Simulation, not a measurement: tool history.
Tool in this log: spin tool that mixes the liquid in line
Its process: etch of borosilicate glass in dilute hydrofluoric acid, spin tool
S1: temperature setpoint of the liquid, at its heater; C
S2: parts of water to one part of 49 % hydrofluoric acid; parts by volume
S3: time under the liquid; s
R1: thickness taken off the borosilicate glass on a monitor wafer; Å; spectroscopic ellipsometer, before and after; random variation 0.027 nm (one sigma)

run  hour    S1   S2  S3      R1
  1   0.0  24.0  180  80  72.428
  2   6.7  23.0  180  80  69.945
  3  12.1  23.0  180  90  79.531
  4  13.7  22.0  185  90  73.658
  5  18.0  22.0  185  80  65.656
  6  24.9  21.0  185  80  62.995

The next listed run, before its measurement:
  7  29.9  20.5  185  80   ?

{"run 7": {"R1": 61.613}}

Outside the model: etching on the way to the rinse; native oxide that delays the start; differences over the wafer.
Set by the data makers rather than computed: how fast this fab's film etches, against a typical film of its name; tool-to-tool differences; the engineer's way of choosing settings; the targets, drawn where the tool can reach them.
